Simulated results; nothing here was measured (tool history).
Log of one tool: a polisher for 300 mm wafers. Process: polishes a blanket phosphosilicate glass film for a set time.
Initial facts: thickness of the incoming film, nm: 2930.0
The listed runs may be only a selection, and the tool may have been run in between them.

run  hour  flow of slurry (ml/min)  pressure of the wafer on the pad (psi)  speed of the pad under the wafer (m/s)  abrasive content of the slurry  polishing time (s)  film removed (Å)
  1   0.0                      315                                     4.1                                    1.06                            1.00                  47            4457.4
  2   5.7                      315                                     4.1                                    1.06                            1.15                  47            4733.9
  3   8.3                      315                                     4.4                                    1.06                            1.15                  47            5167.7
  4   9.3                      315                                     4.6                                    1.06                            1.15                  47            5289.3
  5  14.3                      315                                     4.8                                    1.06                            1.15                  47            5611.5
  6  21.7                      315                                     4.9                                    1.06                            1.15                  47            5673.0
  7  30.3                      315                                     5.0                                    1.06                            1.15                  47            5781.0
  8  38.5                      315                                     5.1                                    1.06                            1.15                  47            5786.6

Run 9 has not been measured yet. What should we expect?
  9  47.5                      315                                     5.2                                    1.06                            1.15                  47                 ?

{"run 9": {"film removed (Å)": 6000.3}}
